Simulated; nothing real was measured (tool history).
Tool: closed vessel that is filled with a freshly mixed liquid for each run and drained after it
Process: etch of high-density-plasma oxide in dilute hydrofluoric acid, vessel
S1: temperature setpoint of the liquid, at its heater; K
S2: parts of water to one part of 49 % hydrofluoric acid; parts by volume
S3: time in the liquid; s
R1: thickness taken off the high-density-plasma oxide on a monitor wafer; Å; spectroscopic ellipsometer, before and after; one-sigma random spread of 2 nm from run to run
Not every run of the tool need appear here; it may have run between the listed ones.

run 1 hour=0.0 | S1=293.15 S2=170 S3=2905 | R1=828.66
run 2 hour=8.0 | S1=294.65 S2=140 S3=2910 | R1=1115.90
run 3 hour=8.9 | S1=296.15 S2=120 S3=2910 | R1=1385.20
run 4 hour=16.0 | S1=296.15 S2=120 S3=3105 | R1=1468.00
run 5 hour=19.1 | S1=296.15 S2=120 S3=2905 | R1=1375.60
run 6 hour=26.8 | S1=297.15 S2=105 S3=2905 | R1=1671.10

What does the tool deliver on the next run?
run 7 hour=29.8 | S1=301.15 S2=55 S3=2910 | R1=?

{"run 7": {"R1": 4018.2}}
